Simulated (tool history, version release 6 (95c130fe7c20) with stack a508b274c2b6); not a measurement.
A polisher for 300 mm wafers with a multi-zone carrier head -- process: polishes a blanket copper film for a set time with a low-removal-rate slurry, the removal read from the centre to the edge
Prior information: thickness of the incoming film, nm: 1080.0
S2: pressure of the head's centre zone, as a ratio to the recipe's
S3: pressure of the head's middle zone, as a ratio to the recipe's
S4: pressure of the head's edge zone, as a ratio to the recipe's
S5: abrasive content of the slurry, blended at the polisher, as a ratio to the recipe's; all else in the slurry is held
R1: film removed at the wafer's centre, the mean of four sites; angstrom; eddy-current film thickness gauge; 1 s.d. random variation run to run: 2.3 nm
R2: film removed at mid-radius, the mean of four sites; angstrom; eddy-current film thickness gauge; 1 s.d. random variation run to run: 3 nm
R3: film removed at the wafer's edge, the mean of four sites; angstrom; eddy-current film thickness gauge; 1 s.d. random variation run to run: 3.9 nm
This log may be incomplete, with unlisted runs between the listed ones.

{"run": 1, "hour": 0.0, "flow of slurry (ml/min)": 220, "S2": 1.0, "S3": 1.0, "S4": 1.0, "S5": 1.0, "polishing time (s)": 79, "R1": 2110.6, "R2": 2142.3, "R3": 2106.6}
{"run": 2, "hour": 2.1, "flow of slurry (ml/min)": 220, "S2": 1.01, "S3": 0.99, "S4": 1.04, "S5": 1.1, "polishing time (s)": 82, "R1": 2277.3, "R2": 2274.3, "R3": 2369.7}
{"run": 3, "hour": 3.6, "flow of slurry (ml/min)": 265, "S2": 1.01, "S3": 0.99, "S4": 1.04, "S5": 1.1, "polishing time (s)": 82, "R1": 2351.1, "R2": 2383.1, "R3": 2408.0}
{"run": 4, "hour": 7.0, "flow of slurry (ml/min)": 265, "S2": 1.01, "S3": 0.99, "S4": 0.97, "S5": 1.1, "polishing time (s)": 82, "R1": 2347.8, "R2": 2304.5, "R3": 2312.7}
{"run": 5, "hour": 13.6, "flow of slurry (ml/min)": 265, "S2": 1.01, "S3": 0.99, "S4": 1.03, "S5": 1.1, "polishing time (s)": 82, "R1": 2323.8, "R2": 2296.0, "R3": 2323.9}
{"run": 6, "hour": 16.5, "flow of slurry (ml/min)": 265, "S2": 0.97, "S3": 0.99, "S4": 1.03, "S5": 1.1, "polishing time (s)": 82, "R1": 2221.1, "R2": 2317.8, "R3": 2370.2}
{"run": 7, "hour": 23.1, "flow of slurry (ml/min)": 265, "S2": 0.99, "S3": 0.98, "S4": 1.06, "S5": 1.2, "polishing time (s)": 83, "R1": 2323.6, "R2": 2383.5, "R3": 2455.1}

Run 8, settings as shown, results not yet in. Your forecast:
{"run": 8, "hour": 27.2, "flow of slurry (ml/min)": 265, "S2": 0.99, "S3": 0.98, "S4": 1.06, "S5": 1.2, "polishing time (s)": 83, "R1": "?", "R2": "?", "R3": "?"}

R1: 2384.5 angstrom
R2: 2401.2 angstrom
R3: 2436.3 angstrom
